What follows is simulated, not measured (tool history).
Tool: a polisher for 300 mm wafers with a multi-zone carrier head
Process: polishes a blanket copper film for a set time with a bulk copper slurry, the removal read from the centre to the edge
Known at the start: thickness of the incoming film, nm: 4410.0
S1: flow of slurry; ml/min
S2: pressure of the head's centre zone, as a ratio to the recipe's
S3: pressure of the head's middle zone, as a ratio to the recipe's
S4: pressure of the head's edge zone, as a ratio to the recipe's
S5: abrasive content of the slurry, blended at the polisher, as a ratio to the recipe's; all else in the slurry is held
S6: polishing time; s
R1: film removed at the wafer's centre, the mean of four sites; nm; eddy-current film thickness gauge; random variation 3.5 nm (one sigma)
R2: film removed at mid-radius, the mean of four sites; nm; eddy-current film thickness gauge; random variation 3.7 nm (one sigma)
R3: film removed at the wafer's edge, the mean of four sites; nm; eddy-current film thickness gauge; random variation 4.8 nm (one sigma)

run 1 day=0 | S1=150 S2=1 S3=1 S4=1 S5=1 S6=84 | R1=579.62 R2=575.94 R3=565.78
run 2 day=0.238 | S1=135 S2=1 S3=1 S4=1 S5=1 S6=84 | R1=574.05 R2=571.53 R3=555.5
run 3 day=0.45 | S1=130 S2=1 S3=0.95 S4=0.98 S5=0.85 S6=75 | R1=498.53 R2=468.16 R3=478.07
run 4 day=0.583 | S1=125 S2=0.99 S3=0.92 S4=0.95 S5=0.75 S6=69 | R1=426.15 R2=422.56 R3=420.29
run 5 day=0.896 | S1=120 S2=1.01 S3=0.89 S4=0.95 S5=0.7 S6=65 | R1=394.06 R2=375.74 R3=374.51
run 6 day=1.108 | S1=120 S2=0.95 S3=0.89 S4=0.95 S5=0.7 S6=65 | R1=380.48 R2=369.94 R3=388.09

Run 7 comes next. What will it give?
run 7 day=1.271 | S1=115 S2=0.98 S3=0.87 S4=0.97 S5=0.65 S6=63 | R1=? R2=? R3=?

{"run 7": {"R1": 370.52, "R2": 347.48, "R3": 361.09}}
